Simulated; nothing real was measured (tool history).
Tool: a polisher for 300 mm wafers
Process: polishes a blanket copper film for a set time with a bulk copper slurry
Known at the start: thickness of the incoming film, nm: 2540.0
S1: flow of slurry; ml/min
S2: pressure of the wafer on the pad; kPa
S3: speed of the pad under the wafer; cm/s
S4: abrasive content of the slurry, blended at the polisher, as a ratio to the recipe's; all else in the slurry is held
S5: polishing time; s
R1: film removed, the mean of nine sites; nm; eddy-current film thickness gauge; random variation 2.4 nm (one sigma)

run	hour	S1	S2	S3	S4	S5	R1
1	0	230	20	94	1	56	495.71
2	7.8	180	20	94	1	56	478.01
3	15.2	175	18.6	94	1	56	445.11
4	19.9	175	18.6	94	1	56	447.42
5	24.2	175	18.6	94	1.15	56	468.28
6	27	175	22.8	94	1.15	56	567.32
7	33.5	170	20.7	94	1.15	56	514.33

The next listed run, before its measurement:
8	38.3	165	18.6	94	1.15	56	?

{"run 8": {"R1": 465.68}}

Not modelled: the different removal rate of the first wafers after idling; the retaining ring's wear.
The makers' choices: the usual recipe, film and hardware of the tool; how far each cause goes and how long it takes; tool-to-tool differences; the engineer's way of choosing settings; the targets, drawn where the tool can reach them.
